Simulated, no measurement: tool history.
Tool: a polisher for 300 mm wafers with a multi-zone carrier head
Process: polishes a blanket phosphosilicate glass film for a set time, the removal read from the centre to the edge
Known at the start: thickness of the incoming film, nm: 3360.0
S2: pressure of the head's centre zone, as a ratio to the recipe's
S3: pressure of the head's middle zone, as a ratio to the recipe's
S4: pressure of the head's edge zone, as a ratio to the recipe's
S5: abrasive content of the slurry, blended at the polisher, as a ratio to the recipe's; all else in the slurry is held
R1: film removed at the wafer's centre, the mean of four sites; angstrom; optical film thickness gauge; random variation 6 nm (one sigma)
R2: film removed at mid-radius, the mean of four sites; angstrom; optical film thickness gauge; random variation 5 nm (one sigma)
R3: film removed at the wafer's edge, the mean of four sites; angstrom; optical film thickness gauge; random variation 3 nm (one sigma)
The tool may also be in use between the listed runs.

Run 1, hour 0: flow of slurry (ml/min) 120, S2 1, S3 1, S4 1, S5 1, polishing time (s) 76. Result: R1 5747 angstrom, R2 5475.4 angstrom, R3 5741.8 angstrom.
Run 2, hour 5.8: flow of slurry (ml/min) 120, S2 1, S3 1, S4 0.92, S5 1, polishing time (s) 76. Result: R1 5557.5 angstrom, R2 5438.4 angstrom, R3 5504.3 angstrom.
Run 3, hour 11.5: flow of slurry (ml/min) 120, S2 1.07, S3 1, S4 0.92, S5 1, polishing time (s) 76. Result: R1 6115.1 angstrom, R2 5486.8 angstrom, R3 5580.2 angstrom.
Run 4, hour 16: flow of slurry (ml/min) 120, S2 1.11, S3 1, S4 0.92, S5 1, polishing time (s) 76. Result: R1 6067.4 angstrom, R2 5374.4 angstrom, R3 5493.3 angstrom.
Run 5, hour 24.4: flow of slurry (ml/min) 110, S2 1.11, S3 0.96, S4 0.91, S5 0.9, polishing time (s) 76. Result: R1 5940.4 angstrom, R2 4999.1 angstrom, R3 5312 angstrom.
Run 6, hour 26.4: flow of slurry (ml/min) 110, S2 1.11, S3 1.02, S4 0.91, S5 0.9, polishing time (s) 76. Result: R1 5955.8 angstrom, R2 5262.1 angstrom, R3 5285.4 angstrom.
Run 7, hour 32.5: flow of slurry (ml/min) 105, S2 1.1, S3 0.98, S4 0.91, S5 0.8, polishing time (s) 74. Result: R1 5306.8 angstrom, R2 4663.5 angstrom, R3 4891.8 angstrom.
Run 8, hour 41.4: flow of slurry (ml/min) 105, S2 1.1, S3 0.95, S4 0.9, S5 0.75, polishing time (s) 73. Result: R1 5250.6 angstrom, R2 4476.8 angstrom, R3 4755 angstrom.

Forecast run 9:
Run 9, hour 49.7: flow of slurry (ml/min) 100, S2 1.1, S3 0.92, S4 0.9, S5 0.7, polishing time (s) 72. Result: R1 ?, R2 ?, R3 ?.

{"run 9": {"R1": 4875.2, "R2": 4144.8, "R3": 4543}}
